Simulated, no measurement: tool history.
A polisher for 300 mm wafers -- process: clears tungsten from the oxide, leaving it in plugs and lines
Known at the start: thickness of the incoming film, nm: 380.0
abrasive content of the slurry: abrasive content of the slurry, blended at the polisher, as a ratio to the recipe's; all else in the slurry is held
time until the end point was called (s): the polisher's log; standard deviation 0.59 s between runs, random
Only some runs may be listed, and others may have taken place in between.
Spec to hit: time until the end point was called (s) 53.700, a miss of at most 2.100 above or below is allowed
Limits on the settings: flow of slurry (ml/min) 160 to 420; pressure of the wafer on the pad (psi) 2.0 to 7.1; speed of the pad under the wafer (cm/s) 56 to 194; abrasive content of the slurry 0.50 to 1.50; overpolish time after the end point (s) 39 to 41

run  hour  flow of slurry (ml/min)  pressure of the wafer on the pad (psi)  speed of the pad under the wafer (cm/s)  abrasive content of the slurry  overpolish time after the end point (s)  time until the end point was called (s)
  1   0.0                      270                                     4.5                                      124                            1.00                                       39                                   41.576
  2   1.9                      315                                     4.5                                      124                            1.00                                       39                                   41.329
  3   9.4                      315                                     4.5                                      124                            1.00                                       41                                   41.780
  4  16.8                      315                                     4.2                                      124                            1.00                                       41                                   42.377
  5  19.8                      315                                     4.2                                      140                            1.00                                       41                                   37.826
  6  28.1                      315                                     3.7                                      138                            1.00                                       41                                   41.939
  7  34.6                      315                                     3.3                                      138                            1.00                                       41                                   44.266
  8  36.3                      315                                     3.0                                      138                            1.00                                       41                                   46.700
  9  44.5                      315                                     2.8                                      138                            1.00                                       41                                   48.136
 10  49.1                      315                                     2.6                                      138                            1.00                                       41                                   50.222
 11  56.8                      315                                     2.5                                      138                            1.00                                       41                                   50.273
 12  64.7                      315                                     2.4                                      138                            1.00                                       41                                   51.803

Of the 4 settings listed for the next run, only one would bring every result within its allowed miss of target. Which one?
  A  72.6                      310                                     2.9                                      132                            1.05                                       41                                        ?
  B  72.6                      330                                     2.6                                      130                            1.20                                       41                                        ?
  C  72.6                      230                                     3.6                                      114                            1.15                                       39                                        ?
  D  72.6                      365                                     2.5                                      128                            1.00                                       41                                        ?

move  time until the end point was called (s)
   A                                   48.808
   B                                   49.609
   C                                   50.430
   D                                   54.101
A: lands further from the targets than the last run did
B: lands further from the targets than the last run did
C: lands further from the targets than the last run did
D: every result within its allowed miss
Correct choice: D, which meets every target
